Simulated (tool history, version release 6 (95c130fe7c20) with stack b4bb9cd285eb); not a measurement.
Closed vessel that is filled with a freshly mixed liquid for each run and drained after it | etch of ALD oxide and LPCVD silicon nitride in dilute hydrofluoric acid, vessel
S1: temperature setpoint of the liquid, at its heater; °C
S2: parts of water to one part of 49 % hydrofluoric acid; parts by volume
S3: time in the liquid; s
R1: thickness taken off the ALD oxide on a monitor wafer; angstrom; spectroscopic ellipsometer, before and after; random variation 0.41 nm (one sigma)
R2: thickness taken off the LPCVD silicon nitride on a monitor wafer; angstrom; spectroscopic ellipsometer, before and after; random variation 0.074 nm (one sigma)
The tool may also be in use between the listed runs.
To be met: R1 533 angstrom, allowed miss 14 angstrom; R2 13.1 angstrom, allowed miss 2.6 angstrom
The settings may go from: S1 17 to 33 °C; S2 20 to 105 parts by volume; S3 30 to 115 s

{"run": 1, "day": 0.0, "S1": 25, "S2": 55, "S3": 60, "R1": 290.76, "R2": 6.2073}
{"run": 2, "day": 0.154, "S1": 25, "S2": 55, "S3": 75, "R1": 362.94, "R2": 8.2227}
{"run": 3, "day": 0.329, "S1": 26.5, "S2": 55, "S3": 75, "R1": 378.95, "R2": 7.964}
{"run": 4, "day": 0.508, "S1": 23, "S2": 55, "S3": 75, "R1": 331.25, "R2": 7.0923}
{"run": 5, "day": 0.696, "S1": 25, "S2": 55, "S3": 75, "R1": 359.73, "R2": 8.1776}
{"run": 6, "day": 0.946, "S1": 26.5, "S2": 55, "S3": 75, "R1": 382.57, "R2": 8.8906}
{"run": 7, "day": 1.104, "S1": 28, "S2": 55, "S3": 75, "R1": 407.87, "R2": 9.194}
{"run": 8, "day": 1.221, "S1": 29, "S2": 55, "S3": 75, "R1": 427.06, "R2": 10.721}

Which of these 4 next moves meets every target?
{"run": "A", "day": 1.338, "S1": 28, "S2": 60, "S3": 65, "R1": "?", "R2": "?"}
{"run": "B", "day": 1.338, "S1": 29, "S2": 50, "S3": 85, "R1": "?", "R2": "?"}
{"run": "C", "day": 1.338, "S1": 32.5, "S2": 65, "S3": 60, "R1": "?", "R2": "?"}
{"run": "D", "day": 1.338, "S1": 28, "S2": 60, "S3": 80, "R1": "?", "R2": "?"}

move=A R1=321.34 R2=8.6005
move=B R1=532.41 R2=14.37
move=C R1=322.31 R2=9.7246
move=D R1=395.49 R2=10.585
A: further off than the last run
B: meets every target
C: further off than the last run
D: further off than the last run
Answer: B
